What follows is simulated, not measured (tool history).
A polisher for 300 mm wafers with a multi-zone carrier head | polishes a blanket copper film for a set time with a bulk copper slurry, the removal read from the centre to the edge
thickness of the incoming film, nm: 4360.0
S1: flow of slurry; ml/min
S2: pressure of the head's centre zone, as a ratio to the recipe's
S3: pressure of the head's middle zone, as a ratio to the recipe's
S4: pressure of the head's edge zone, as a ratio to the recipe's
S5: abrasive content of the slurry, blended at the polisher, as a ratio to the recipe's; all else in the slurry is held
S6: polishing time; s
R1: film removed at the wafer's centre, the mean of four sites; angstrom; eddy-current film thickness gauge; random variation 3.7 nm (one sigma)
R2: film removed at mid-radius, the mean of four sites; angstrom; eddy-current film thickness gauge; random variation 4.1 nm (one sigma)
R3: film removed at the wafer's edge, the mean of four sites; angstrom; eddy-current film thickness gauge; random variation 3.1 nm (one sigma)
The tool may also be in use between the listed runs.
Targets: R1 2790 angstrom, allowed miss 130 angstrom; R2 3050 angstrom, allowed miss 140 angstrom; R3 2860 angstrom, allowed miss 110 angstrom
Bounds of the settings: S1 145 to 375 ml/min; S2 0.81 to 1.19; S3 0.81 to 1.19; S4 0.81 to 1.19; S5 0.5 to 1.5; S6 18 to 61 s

run	hour	S1	S2	S3	S4	S5	S6	R1	R2	R3
1	0	240	1	1	1	1	39	2111.4	2190.7	2232.9
2	7.6	240	1	0.91	1	1	39	2106.3	2038.3	2291.3
3	12.4	240	1	0.83	1	1	39	2139.9	1892	2321.2
4	19.8	245	1.01	0.89	1.01	1.1	40	2234.8	2067.4	2435.4
5	22.1	250	1.02	0.95	1	1.2	41	2356.1	2286	2558.6
6	31	250	1.02	1.01	1	1.2	41	2391.5	2471	2625.7
7	37.4	260	1.04	1.05	1	1.2	41	2478.1	2491.7	2538.8
# hour 39.7: edge zone pressure recalibrated
8	39.7	260	1.04	1.08	1	1.25	41	2418.7	2632.5	2448.1
9	44	260	1.05	1.08	1.01	1.3	42	2621	2726.9	2589.6
10	48.5	260	1.04	1.08	1.02	1.35	42	2652.9	2790.3	2573.4
11	56.6	265	1.03	1.07	1.01	1.4	43	2639.3	2839.2	2731.7
12	59.1	265	1.03	1.08	1.01	1.4	43	2732.2	2813.4	2687.1

Which of these 4 next moves meets every target?
A	61.6	240	1.09	1.19	1.02	1.4	39	?	?	?
B	61.6	325	1.18	1.01	0.98	1.5	38	?	?	?
C	61.6	205	1.05	1.14	1.04	1.5	45	?	?	?
D	61.6	265	0.9	0.9	1.11	1.4	46	?	?	?

move	R1	R2	R3
A	2520.6	2757.1	2436.5
B	2796.2	2470.7	2442.6
C	2790.8	3057.6	2846.1
D	2522.6	2616.4	3037.4
A: further off than the last run
B: further off than the last run
C: meets every target
D: further off than the last run
Move C is the one to make.
